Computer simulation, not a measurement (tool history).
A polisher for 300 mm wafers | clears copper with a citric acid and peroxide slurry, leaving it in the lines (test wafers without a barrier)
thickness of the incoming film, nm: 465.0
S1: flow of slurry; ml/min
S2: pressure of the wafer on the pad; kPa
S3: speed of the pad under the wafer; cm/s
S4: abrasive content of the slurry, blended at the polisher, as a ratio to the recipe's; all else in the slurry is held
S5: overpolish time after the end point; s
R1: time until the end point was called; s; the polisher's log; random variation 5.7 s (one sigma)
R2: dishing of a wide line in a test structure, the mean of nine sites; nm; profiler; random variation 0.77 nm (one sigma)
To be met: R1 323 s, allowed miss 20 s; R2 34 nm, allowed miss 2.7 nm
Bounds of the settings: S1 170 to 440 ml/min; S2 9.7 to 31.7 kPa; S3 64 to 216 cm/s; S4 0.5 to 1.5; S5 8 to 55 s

run    day   S1    S2   S3    S4  S5      R1      R2
  1      0  280  20.7  140     1  28  117.68  52.456
  2  0.154  280  20.7  128     1  28  128.38  49.785
  3  0.296  280  20.7  160     1  28  105.99  54.528
  4  0.342  275  18.6  142     1  30  127.35  51.702
  5   0.65  215  18.6  142     1  30  133.39  48.898
  6  0.821  215  18.6  142  1.15  30  132.67  50.201
  7  1.096  210  16.5  128  1.15  31  156.47    44.7
  8  1.383  200  15.2  116   1.1  33  192.78  39.165
  9  1.558  200   9.7   84   1.1  47   382.7  31.704
 10  1.833  200   9.7   84   1.1  47   372.1   31.53
 11  1.917  200   9.7   84   1.1  47   366.6  31.225
 12  2.142  200  10.3   84   1.1  47  347.55  32.515

Which of these 4 next moves meets every target?
  A  2.367  350  11.7  76   1.1  45   ?   ?
  B  2.367  170  10.3  94     1  38   ?   ?
  C  2.367  200  13.8  68  1.15  34   ?   ?
  D  2.367  185  12.4  74  1.15  32   ?   ?

move      R1      R2
   A  323.06  33.871
   B  330.49  28.852
   C     310  28.196
   D  322.44  25.818
A: meets every target
B: brings the result that was furthest off to its target, and leaves another outside
C: brings the result that was furthest off to its target, and leaves another outside
D: brings the result that was furthest off to its target, and leaves another outside
The right move is A.
